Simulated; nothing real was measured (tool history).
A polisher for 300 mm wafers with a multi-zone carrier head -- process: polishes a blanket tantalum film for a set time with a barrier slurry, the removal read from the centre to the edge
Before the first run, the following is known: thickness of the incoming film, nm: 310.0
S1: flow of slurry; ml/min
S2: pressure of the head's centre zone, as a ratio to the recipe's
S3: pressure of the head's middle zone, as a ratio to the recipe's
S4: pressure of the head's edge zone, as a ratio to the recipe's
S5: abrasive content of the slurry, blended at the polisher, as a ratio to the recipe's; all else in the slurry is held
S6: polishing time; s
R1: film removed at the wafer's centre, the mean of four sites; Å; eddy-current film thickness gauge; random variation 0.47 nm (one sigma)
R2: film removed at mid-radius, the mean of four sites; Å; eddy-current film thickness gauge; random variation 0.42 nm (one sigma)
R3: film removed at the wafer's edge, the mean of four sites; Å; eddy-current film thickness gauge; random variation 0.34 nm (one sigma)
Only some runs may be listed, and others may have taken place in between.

run,hour,S1,S2,S3,S4,S5,S6,R1,R2,R3
1,0.0,280,1.00,1.00,1.00,1.00,38,581.21,587.58,595.79
2,1.8,280,1.00,1.00,1.00,0.80,38,534.15,544.17,549.12
3,3.2,280,0.99,1.02,0.98,0.80,38,521.75,549.59,546.12
4,7.8,280,0.91,1.02,0.98,0.80,38,477.16,542.42,543.57
5,13.2,280,0.91,1.02,0.98,0.95,38,517.32,588.81,574.73
6,21.4,280,0.95,1.02,0.98,0.95,38,530.64,585.01,587.51
7,23.3,290,0.98,1.05,0.94,0.85,38,540.24,577.08,546.29

Run 8 comes next. What will it give?
8,26.0,285,0.97,1.06,0.93,0.85,38,?,?,?

{"run 8": {"R1": 524.96, "R2": 578.17, "R3": 546.2}}
